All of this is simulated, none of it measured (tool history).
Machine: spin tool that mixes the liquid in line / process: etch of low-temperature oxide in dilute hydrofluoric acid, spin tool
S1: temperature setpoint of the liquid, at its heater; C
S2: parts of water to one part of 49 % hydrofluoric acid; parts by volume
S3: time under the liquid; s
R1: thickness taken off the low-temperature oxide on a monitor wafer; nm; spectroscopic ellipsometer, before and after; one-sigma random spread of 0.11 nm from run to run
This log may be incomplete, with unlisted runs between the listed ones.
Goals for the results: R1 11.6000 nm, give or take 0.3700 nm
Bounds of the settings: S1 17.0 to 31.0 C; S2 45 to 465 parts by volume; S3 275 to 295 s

{"run": 1, "hour": 0.0, "S1": 23.0, "S2": 255, "S3": 275, "R1": 14.739}
{"run": 2, "hour": 4.0, "S1": 23.0, "S2": 295, "S3": 275, "R1": 12.425}
{"run": 3, "hour": 10.6, "S1": 23.0, "S2": 380, "S3": 275, "R1": 8.7689}
{"run": 4, "hour": 13.4, "S1": 23.0, "S2": 380, "S3": 295, "R1": 9.4366}
{"run": 5, "hour": 18.3, "S1": 24.0, "S2": 380, "S3": 295, "R1": 10.008}
{"hour": 24.0, "done": "thermometer replaced"}
{"run": 6, "hour": 24.0, "S1": 24.0, "S2": 380, "S3": 295, "R1": 10.56}
{"run": 7, "hour": 31.5, "S1": 24.5, "S2": 380, "S3": 295, "R1": 10.748}
{"run": 8, "hour": 35.2, "S1": 25.0, "S2": 380, "S3": 295, "R1": 10.932}

Which of these 5 next moves meets every target?
{"run": "A", "hour": 38.9, "S1": 30.0, "S2": 395, "S3": 280, "R1": "?"}
{"run": "B", "hour": 38.9, "S1": 24.0, "S2": 385, "S3": 295, "R1": "?"}
{"run": "C", "hour": 38.9, "S1": 26.5, "S2": 410, "S3": 295, "R1": "?"}
{"run": "D", "hour": 38.9, "S1": 21.0, "S2": 355, "S3": 290, "R1": "?"}
{"run": "E", "hour": 38.9, "S1": 23.5, "S2": 335, "S3": 295, "R1": "?"}

move=A R1=11.3700
move=B R1=10.2590
move=C R1=10.2070
move=D R1=10.1420
move=E R1=12.1380
A: all results in spec
B: misses by more than the last run did
C: misses by more than the last run did
D: misses by more than the last run did
E: moves the result that the last run missed by most past its target, out the other side
The right move is A.
